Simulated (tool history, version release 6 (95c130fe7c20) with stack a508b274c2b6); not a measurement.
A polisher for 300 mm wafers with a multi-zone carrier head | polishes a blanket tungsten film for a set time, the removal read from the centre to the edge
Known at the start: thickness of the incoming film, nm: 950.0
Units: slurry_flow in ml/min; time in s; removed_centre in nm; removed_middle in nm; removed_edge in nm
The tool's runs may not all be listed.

run	hour	slurry_flow	centre_zone	middle_zone	edge_zone	slurry_solids	time	removed_centre	removed_middle	removed_edge
1	0	170	1	1	1	1	42	353.17	358.37	350.98
2	2.7	165	0.97	1	0.98	0.95	42	342.15	343.35	338.02
3	10.3	160	0.94	1.02	0.98	0.9	42	321.65	342.92	338.12
4	13.8	120	0.94	1.02	0.98	0.9	42	298.14	323.52	321.77
5	21.7	120	0.93	1.03	0.96	0.85	42	292.19	329.22	319.19
6	23	120	0.92	1.03	0.94	0.8	42	293.97	321.94	309.83

The next listed run, before its measurement:
7	29	120	0.9	1.03	0.93	0.75	42	?	?	?

{"run 7": {"removed_centre": 280.89, "removed_middle": 307.99, "removed_edge": 312.44}}

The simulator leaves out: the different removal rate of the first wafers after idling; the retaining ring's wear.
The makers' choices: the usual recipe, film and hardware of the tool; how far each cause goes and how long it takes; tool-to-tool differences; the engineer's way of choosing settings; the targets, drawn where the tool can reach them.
